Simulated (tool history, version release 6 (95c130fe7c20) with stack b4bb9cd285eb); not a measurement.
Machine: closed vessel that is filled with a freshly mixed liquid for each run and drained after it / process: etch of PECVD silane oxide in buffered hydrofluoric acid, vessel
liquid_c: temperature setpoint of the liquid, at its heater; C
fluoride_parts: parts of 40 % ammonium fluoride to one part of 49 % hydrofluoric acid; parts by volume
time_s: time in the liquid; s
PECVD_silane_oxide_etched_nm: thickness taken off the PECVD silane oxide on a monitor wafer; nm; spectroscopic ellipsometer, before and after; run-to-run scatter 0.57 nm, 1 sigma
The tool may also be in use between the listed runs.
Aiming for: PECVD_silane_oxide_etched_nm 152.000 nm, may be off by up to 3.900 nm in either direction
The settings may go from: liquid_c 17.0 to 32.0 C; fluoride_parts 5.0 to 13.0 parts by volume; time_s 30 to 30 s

run	hour	liquid_c	fluoride_parts	time_s	PECVD_silane_oxide_etched_nm
1	0.0	25.0	8.0	30	99.371
2	8.5	25.0	9.0	30	86.713
3	16.6	26.5	8.5	30	100.310
4	22.9	28.0	8.5	30	108.870
5	29.4	26.5	8.5	30	100.330
6	32.2	26.5	10.0	30	88.000
7	34.5	28.0	9.5	30	98.804
8	37.4	29.0	9.0	30	108.260
9	41.5	32.0	7.0	30	166.450
10	43.0	31.5	7.0	30	161.460
11	48.2	31.0	7.0	30	157.410

Exactly one of the 4 candidate moves below puts every result within its allowed miss. Which one?
A	53.4	31.5	7.0	30	?
B	53.4	28.0	6.0	30	?
C	53.4	32.0	7.0	30	?
D	53.4	30.0	6.5	30	?

move	PECVD_silane_oxide_etched_nm
A	160.710
B	152.860
C	164.930
D	158.490
A: lands further from the targets than the last run did
B: every result within its allowed miss
C: lands further from the targets than the last run did
D: lands further from the targets than the last run did
Go with B: it meets all targets.
